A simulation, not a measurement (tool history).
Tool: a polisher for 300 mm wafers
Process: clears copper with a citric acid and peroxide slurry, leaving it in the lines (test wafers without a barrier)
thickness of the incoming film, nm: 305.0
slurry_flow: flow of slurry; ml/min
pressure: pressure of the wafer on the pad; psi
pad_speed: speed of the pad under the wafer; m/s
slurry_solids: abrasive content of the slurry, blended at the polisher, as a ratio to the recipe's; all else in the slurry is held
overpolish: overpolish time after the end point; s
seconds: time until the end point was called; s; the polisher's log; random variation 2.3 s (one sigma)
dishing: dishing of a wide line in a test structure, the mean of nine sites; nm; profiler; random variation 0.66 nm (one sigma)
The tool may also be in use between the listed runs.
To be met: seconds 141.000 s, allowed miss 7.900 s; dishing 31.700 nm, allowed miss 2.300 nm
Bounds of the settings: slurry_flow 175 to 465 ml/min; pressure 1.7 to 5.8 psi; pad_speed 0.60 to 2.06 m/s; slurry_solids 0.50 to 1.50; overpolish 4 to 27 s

run,hour,slurry_flow,pressure,pad_speed,slurry_solids,overpolish,seconds,dishing
1,0.0,295,3.7,1.32,1.00,14,96.872,28.661
2,4.5,295,3.5,1.32,1.00,15,99.664,30.900
3,8.6,295,3.9,1.32,1.00,15,94.262,33.045
4,15.9,295,3.7,1.30,1.00,16,99.024,33.009
5,24.0,295,3.5,1.30,1.00,17,104.220,33.358
6,30.3,295,3.3,1.30,1.00,18,108.030,34.279
7,31.6,295,3.1,1.30,1.00,18,113.910,31.221
8,37.1,295,3.0,1.28,1.00,19,118.530,31.081
9,41.9,295,2.9,1.28,1.00,20,125.270,34.010
10,48.2,295,2.8,1.28,1.00,20,126.060,32.202
11,56.1,295,2.7,1.28,1.00,20,127.330,30.518

Which of these 5 next moves meets every target?
A,64.0,275,2.5,1.38,1.10,17,?,?
B,64.0,280,2.5,1.20,1.10,19,?,?
C,64.0,305,3.4,1.26,0.70,19,?,?
D,64.0,315,2.7,1.32,0.95,18,?,?
E,64.0,285,1.9,1.64,0.80,23,?,?

move,seconds,dishing
A,124.960,27.057
B,142.760,26.543
C,121.110,30.998
D,126.760,28.174
E,139.260,31.646
A: further off than the last run
B: brings the result that was furthest off to its target, and leaves another outside
C: further off than the last run
D: as far off as the last run
E: meets every target
The right move is E.
